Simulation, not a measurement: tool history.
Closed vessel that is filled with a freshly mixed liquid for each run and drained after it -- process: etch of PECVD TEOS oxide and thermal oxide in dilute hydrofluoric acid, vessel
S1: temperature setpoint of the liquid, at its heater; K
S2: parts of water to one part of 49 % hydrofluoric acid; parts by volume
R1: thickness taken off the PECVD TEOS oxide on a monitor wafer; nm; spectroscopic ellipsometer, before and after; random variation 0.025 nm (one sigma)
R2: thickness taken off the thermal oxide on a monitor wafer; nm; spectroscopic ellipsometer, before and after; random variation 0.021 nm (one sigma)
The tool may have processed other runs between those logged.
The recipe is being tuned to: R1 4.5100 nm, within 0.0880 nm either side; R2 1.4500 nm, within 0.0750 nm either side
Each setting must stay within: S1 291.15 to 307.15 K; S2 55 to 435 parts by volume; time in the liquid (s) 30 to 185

run 1 hour=0.0 | S1=299.15 S2=245 time_in_the_liquid_(s)=95 | R1=5.2347 R2=1.6931
run 2 hour=4.4 | S1=297.65 S2=245 time_in_the_liquid_(s)=95 | R1=4.9651 R2=1.5878
run 3 hour=12.9 | S1=299.65 S2=245 time_in_the_liquid_(s)=95 | R1=5.4154 R2=1.6967
run 4 hour=20.9 | S1=296.15 S2=245 time_in_the_liquid_(s)=95 | R1=4.7071 R2=1.5324
run 5 hour=27.4 | S1=299.15 S2=245 time_in_the_liquid_(s)=95 | R1=5.2312 R2=1.7056
run 6 hour=32.2 | S1=299.15 S2=215 time_in_the_liquid_(s)=95 | R1=6.2045 R2=1.9734
run 7 hour=38.8 | S1=296.65 S2=215 time_in_the_liquid_(s)=95 | R1=5.6770 R2=1.7787
run 8 hour=46.1 | S1=295.15 S2=220 time_in_the_liquid_(s)=95 | R1=5.2199 R2=1.6628
run 9 hour=55.0 | S1=294.15 S2=220 time_in_the_liquid_(s)=95 | R1=4.9973 R2=1.6288
run 10 hour=63.9 | S1=293.65 S2=220 time_in_the_liquid_(s)=95 | R1=4.9528 R2=1.6215
run 11 hour=65.0 | S1=293.15 S2=220 time_in_the_liquid_(s)=95 | R1=4.7880 R2=1.5657
run 12 hour=70.4 | S1=292.65 S2=220 time_in_the_liquid_(s)=95 | R1=4.6754 R2=1.5761

4 next moves are on the table. One of them brings every result within its allowed miss. Which?
run A hour=75.8 | S1=296.15 S2=205 time_in_the_liquid_(s)=75 | R1=? R2=?
run B hour=75.8 | S1=291.65 S2=250 time_in_the_liquid_(s)=115 | R1=? R2=?
run C hour=75.8 | S1=292.65 S2=235 time_in_the_liquid_(s)=95 | R1=? R2=?
run D hour=75.8 | S1=291.15 S2=220 time_in_the_liquid_(s)=95 | R1=? R2=?

move=A R1=4.6128 R2=1.5034
move=B R1=4.6856 R2=1.5271
move=C R1=4.3371 R2=1.4136
move=D R1=4.4338 R2=1.4451
A: better than the last run, though not everything is in spec
B: moves away from the targets compared with the last run
C: carries the result that was furthest off beyond its target, to the other side
D: every result lands within tolerance
D is the move that brings every result within its allowed miss.
